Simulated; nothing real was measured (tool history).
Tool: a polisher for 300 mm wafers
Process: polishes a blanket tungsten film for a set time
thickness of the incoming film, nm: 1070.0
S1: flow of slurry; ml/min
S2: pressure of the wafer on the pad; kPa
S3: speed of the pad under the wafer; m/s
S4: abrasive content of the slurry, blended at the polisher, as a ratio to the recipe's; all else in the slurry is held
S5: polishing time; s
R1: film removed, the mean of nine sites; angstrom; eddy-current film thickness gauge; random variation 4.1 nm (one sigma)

run  hour   S1    S2    S3  S4  S5      R1
  1     0  305    29  1.04   1  49  2551.3
  2   3.6  305  33.1  1.04   1  49  2864.5
  3  10.1  270  33.1  1.04   1  49  2826.7
  4  17.2  270  33.1  1.04   1  44  2564.8
  5  23.2  290  37.2  1.06   1  44  2942.7
  6  27.3  355  37.2  1.06   1  44  3032.1
  7  33.8  355    40  1.08   1  44  3328.7

Run 8 comes next. What will it give?
  8  42.4  355  45.5  1.14   1  44   ?

Run 8 gave R1 3966.7 angstrom.

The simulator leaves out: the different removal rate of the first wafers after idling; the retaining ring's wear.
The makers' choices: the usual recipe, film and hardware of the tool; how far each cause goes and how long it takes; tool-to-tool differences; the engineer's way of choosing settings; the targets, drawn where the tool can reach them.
